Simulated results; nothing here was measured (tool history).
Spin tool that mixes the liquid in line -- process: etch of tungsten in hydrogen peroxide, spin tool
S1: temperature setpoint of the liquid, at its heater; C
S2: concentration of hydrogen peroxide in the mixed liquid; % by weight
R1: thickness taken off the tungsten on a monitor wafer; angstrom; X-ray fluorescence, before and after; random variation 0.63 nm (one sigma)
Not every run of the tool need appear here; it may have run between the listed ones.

{"run": 1, "hour": 0.0, "S1": 53, "S2": 16, "time under the liquid (s)": 50, "R1": 1274.9}
{"run": 2, "hour": 6.4, "S1": 52, "S2": 16, "time under the liquid (s)": 50, "R1": 1185.1}
{"run": 3, "hour": 7.2, "S1": 51, "S2": 16, "time under the liquid (s)": 50, "R1": 1120}
{"run": 4, "hour": 15.5, "S1": 50, "S2": 16, "time under the liquid (s)": 50, "R1": 1046.1}
{"run": 5, "hour": 21.7, "S1": 53.5, "S2": 16, "time under the liquid (s)": 50, "R1": 1297.8}
{"run": 6, "hour": 28.6, "S1": 53.5, "S2": 16, "time under the liquid (s)": 55, "R1": 1401.6}
{"run": 7, "hour": 35.9, "S1": 45.5, "S2": 15.5, "time under the liquid (s)": 55, "R1": 864.64}
{"run": 8, "hour": 37.8, "S1": 45, "S2": 15.5, "time under the liquid (s)": 55, "R1": 818.97}

Estimate the outcome of run 9 from the log above:
{"run": 9, "hour": 45.2, "S1": 44.5, "S2": 15.5, "time under the liquid (s)": 55, "R1": "?"}

R1: 803.34 angstrom
